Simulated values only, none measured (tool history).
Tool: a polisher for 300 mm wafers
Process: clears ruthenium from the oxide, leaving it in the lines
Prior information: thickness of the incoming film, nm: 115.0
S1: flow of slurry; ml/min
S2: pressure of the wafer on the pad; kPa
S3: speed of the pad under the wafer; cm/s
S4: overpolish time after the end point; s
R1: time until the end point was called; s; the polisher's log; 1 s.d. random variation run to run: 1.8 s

run 1 hour=0 | S1=260 S2=14.5 S3=76 S4=17 | R1=97.579
run 2 hour=4 | S1=260 S2=11.7 S3=72 S4=17 | R1=128.09
run 3 hour=9.9 | S1=260 S2=11.7 S3=72 S4=17 | R1=125.19
run 4 hour=11 | S1=260 S2=10.3 S3=70 S4=17 | R1=145.59
run 5 hour=11.6 | S1=260 S2=10.3 S3=70 S4=18 | R1=147.34
run 6 hour=12.8 | S1=260 S2=9.7 S3=70 S4=18 | R1=155.06
run 7 hour=18.2 | S1=260 S2=9 S3=70 S4=18 | R1=166.78
run 8 hour=24.1 | S1=260 S2=8.3 S3=70 S4=18 | R1=179.91
run 9 hour=26.3 | S1=255 S2=7.6 S3=70 S4=18 | R1=195.63
run 10 hour=27.9 | S1=260 S2=7.6 S3=70 S4=18 | R1=197
run 11 hour=36.6 | S1=260 S2=8.3 S3=70 S4=18 | R1=177.76

Expected results for the next run?
run 12 hour=39.6 | S1=255 S2=7.6 S3=70 S4=18 | R1=?

R1: 193.03 s

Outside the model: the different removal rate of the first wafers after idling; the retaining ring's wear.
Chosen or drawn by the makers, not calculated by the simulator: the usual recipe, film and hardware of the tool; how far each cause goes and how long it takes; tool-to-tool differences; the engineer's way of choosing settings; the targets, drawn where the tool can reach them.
